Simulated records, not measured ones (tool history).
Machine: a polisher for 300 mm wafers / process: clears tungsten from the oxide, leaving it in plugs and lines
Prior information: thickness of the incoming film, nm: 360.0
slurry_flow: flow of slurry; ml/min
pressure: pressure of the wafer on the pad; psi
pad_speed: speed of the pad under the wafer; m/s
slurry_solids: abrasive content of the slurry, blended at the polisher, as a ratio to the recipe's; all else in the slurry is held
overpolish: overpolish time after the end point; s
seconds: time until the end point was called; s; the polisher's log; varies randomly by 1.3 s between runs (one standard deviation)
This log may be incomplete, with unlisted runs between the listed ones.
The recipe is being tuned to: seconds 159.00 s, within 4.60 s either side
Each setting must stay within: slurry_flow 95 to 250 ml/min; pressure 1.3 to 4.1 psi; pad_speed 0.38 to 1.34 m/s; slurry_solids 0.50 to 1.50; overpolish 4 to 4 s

run,hour,slurry_flow,pressure,pad_speed,slurry_solids,overpolish,seconds
1,0.0,160,2.7,0.86,1.00,4,132.65
2,7.0,160,3.1,0.86,1.00,4,117.28
3,8.8,155,3.0,0.86,1.00,4,122.39
4,13.2,130,3.0,0.86,1.00,4,126.66
5,18.1,130,3.0,0.86,0.85,4,133.65
6,20.6,125,2.9,0.86,0.85,4,136.08
7,22.7,125,2.8,0.86,0.85,4,139.40
8,29.7,125,2.7,0.86,0.85,4,141.91
9,35.4,125,2.6,0.86,0.85,4,149.18
10,44.4,115,2.5,0.86,0.85,4,151.89

Consider the 5 candidate settings below. Which is the only one whose results all fall within their allowed miss of target?
A,53.4,140,3.6,0.58,1.05,4,?
B,53.4,120,2.9,0.70,0.95,4,?
C,53.4,110,2.3,0.94,0.60,4,?
D,53.4,125,2.9,0.74,0.95,4,?
E,53.4,95,2.8,0.86,0.85,4,?

move,seconds
A,147.85
B,157.03
C,169.59
D,148.99
E,142.72
A: further off than the last run
B: each result inside its tolerance
C: pushes the last run's worst result past its target
D: further off than the last run
E: further off than the last run
Move B is the one to make.

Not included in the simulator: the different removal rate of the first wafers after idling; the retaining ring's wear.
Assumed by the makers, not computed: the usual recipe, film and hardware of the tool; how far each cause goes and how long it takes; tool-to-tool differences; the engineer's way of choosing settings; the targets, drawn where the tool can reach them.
